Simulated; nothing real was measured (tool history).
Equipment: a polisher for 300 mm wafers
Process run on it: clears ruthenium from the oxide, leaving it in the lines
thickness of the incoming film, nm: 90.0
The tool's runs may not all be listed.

run,day,flow of slurry (ml/min),pressure of the wafer on the pad (kPa),speed of the pad under the wafer (cm/s),overpolish time after the end point (s),time until the end point was called (s)
1,0.000,220,15.9,112,8,75.16
2,0.321,220,15.9,88,8,89.32
3,0.625,220,15.9,60,8,115.64
4,0.683,220,17.9,60,8,103.29
5,0.917,220,17.9,60,8,102.25
6,0.996,200,17.9,60,8,106.54
7,1.288,195,17.2,60,8,109.37

The next listed run, before its measurement:
8,1.533,195,17.2,60,8,?

time until the end point was called (s): 105.88
